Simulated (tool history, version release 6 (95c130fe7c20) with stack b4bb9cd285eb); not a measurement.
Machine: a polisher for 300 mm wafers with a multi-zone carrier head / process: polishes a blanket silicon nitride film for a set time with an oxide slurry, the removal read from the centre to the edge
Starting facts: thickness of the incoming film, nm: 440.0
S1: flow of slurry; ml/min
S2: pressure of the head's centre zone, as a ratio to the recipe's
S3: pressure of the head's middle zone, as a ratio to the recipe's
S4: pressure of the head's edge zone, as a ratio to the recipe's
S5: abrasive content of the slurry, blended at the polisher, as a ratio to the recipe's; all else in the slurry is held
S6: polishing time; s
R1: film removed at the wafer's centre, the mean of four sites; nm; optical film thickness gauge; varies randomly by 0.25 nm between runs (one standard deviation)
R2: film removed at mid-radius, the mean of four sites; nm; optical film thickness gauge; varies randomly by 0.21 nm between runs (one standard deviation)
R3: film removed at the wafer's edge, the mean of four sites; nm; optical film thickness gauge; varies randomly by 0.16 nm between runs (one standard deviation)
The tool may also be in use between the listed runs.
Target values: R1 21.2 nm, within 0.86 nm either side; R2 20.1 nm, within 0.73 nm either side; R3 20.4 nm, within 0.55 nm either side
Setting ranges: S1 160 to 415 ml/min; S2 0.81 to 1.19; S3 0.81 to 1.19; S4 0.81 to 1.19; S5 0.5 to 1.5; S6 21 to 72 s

run,hour,S1,S2,S3,S4,S5,S6,R1,R2,R3
1,0,265,1,1,1,1,46,36.16,36.365,37.902
2,6.9,265,1,0.99,0.98,0.95,44,33.75,35.163,34.567
3,8.5,265,1,0.93,0.98,0.95,44,33.067,33.098,35.147
4,9.6,260,1.01,0.92,0.97,0.9,43,32.691,31.195,32.891
5,17.6,260,1.01,0.88,0.97,0.9,43,32.214,29.699,32.79
6,21.4,255,1,0.87,0.96,0.85,42,30.599,28.272,30.87
7,26.2,250,0.99,0.86,0.95,0.8,41,28.584,26.717,28.741
8,33.5,245,0.99,0.85,0.94,0.75,41,27.457,25.345,27.716
9,42.4,240,0.99,0.85,0.93,0.7,41,26.393,23.855,26.611
10,44,240,0.99,0.86,0.92,0.7,41,25.846,23.998,26.548
11,48.4,245,1,0.87,0.91,0.7,40,25.709,24.113,25.491
12,57.2,245,1,0.87,0.9,0.7,40,25.826,24.231,25.181
13,59.7,240,1,0.87,0.89,0.7,40,25.712,24.236,25.124
14,67.2,240,0.99,0.86,0.83,0.5,35,17.803,16.903,17.458
15,73.9,240,1,0.87,0.84,0.5,35,17.756,16.682,17
16,74.6,240,1.01,0.88,0.86,0.5,35,18.513,16.887,17.453
17,81.8,240,1.01,0.88,0.86,0.5,35,18.253,16.92,17.662
18,88.4,240,1.01,0.89,0.87,0.5,35,18.338,16.991,17.378
19,92.3,240,1.01,0.9,0.88,0.5,35,17.932,17.107,17.665
20,99.2,240,1.02,0.91,0.89,0.5,35,17.964,17.476,17.726
21,107.1,240,1.03,0.91,0.9,0.5,35,18.364,17.267,17.715
22,115.1,240,1.04,0.92,0.91,0.5,35,18.49,17.503,17.722
23,123.2,240,1.05,0.93,0.92,0.5,35,19.037,17.28,18.052

Which single option among these 5 for the next run brings every result within its allowed miss of target? Just one does.
A,131.3,240,1.13,0.9,0.97,0.55,38,?,?,?
B,131.3,310,1.01,0.9,0.87,0.5,40,?,?,?
C,131.3,230,1.14,0.88,0.85,0.5,39,?,?,?
D,131.3,225,1.08,0.86,1,0.55,36,?,?,?
E,131.3,380,1.06,0.85,0.81,0.65,34,?,?,?

move,R1,R2,R3
A,23.411,19.802,21.856
B,21.272,20.046,20.881
C,22.525,18.633,19.66
D,21.02,18.08,20.893
E,23.059,19.949,20.809
A: the result that was furthest off in the last run now lies on the other side of its target
B: in spec on every target
C: gains on the last run, yet a result remains outside its allowed miss
D: puts the biggest miss on target and leaves a different result outside tolerance
E: puts the biggest miss on target and leaves a different result outside tolerance
The move that meets every target is B.
